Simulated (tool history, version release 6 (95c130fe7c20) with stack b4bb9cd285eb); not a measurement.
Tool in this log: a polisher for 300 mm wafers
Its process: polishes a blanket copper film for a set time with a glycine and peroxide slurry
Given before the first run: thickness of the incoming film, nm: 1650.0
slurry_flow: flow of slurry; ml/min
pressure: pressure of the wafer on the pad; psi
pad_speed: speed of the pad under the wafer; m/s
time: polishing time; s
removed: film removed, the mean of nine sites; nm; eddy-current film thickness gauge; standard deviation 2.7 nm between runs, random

run	hour	slurry_flow	pressure	pad_speed	time	removed
1	0	135	3.4	1.24	40	374.75
2	6.8	135	3.4	1.24	40	372.73
3	8.8	115	3.4	1.24	40	358.82
4	10.5	115	3.4	1.24	42	374.53
5	11.6	115	3.4	1.56	42	456.13
6	12.4	115	3.2	1.52	42	432.21
7	18.7	115	3.2	1.52	42	429.33
8	23.8	115	3.2	1.52	42	442.13
9	24.8	115	3	1.44	42	397.61

Run 10 is up next; what results do you expect?
10	27.7	115	2.8	1.38	42	?

removed: 372.2 nm
